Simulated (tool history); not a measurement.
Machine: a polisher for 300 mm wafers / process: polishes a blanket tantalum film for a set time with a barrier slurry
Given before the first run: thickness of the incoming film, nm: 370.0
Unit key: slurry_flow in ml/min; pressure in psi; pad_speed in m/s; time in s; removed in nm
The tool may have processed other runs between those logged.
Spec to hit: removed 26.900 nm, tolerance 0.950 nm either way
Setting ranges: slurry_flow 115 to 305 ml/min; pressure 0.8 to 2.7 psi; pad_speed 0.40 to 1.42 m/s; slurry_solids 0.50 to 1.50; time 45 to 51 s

run	hour	slurry_flow	pressure	pad_speed	slurry_solids	time	removed
1	0.0	195	1.7	0.90	1.00	51	73.011
2	0.8	195	1.7	1.12	1.00	51	88.801
3	9.5	190	1.4	0.92	0.95	51	60.378
4	11.2	185	1.2	0.80	0.95	51	45.500
5	19.5	155	1.2	0.80	0.95	51	44.603
# hour 21.6: head pressure recalibrated
6	21.6	155	1.2	0.90	0.95	51	53.429
7	26.0	155	1.1	0.80	0.95	51	44.353
8	32.6	155	1.0	0.72	0.95	51	36.890

Pick the move, out of 5, that brings all results within their allowed miss; only one does.
A	39.2	140	1.0	0.62	0.70	46	?
B	39.2	150	1.1	0.80	1.15	50	?
C	39.2	190	0.9	0.44	1.10	46	?
D	39.2	175	0.9	0.72	0.85	48	?
E	39.2	115	1.0	0.62	0.85	46	?

move	removed
A	24.219
B	45.772
C	22.198
D	29.950
E	26.474
A: takes the biggest miss from the last run beyond its target
B: moves away from the targets compared with the last run
C: takes the biggest miss from the last run beyond its target
D: nearer the targets than the last run, but a result is still out of spec
E: hits every target within its allowed miss
Correct choice: E, which meets every target

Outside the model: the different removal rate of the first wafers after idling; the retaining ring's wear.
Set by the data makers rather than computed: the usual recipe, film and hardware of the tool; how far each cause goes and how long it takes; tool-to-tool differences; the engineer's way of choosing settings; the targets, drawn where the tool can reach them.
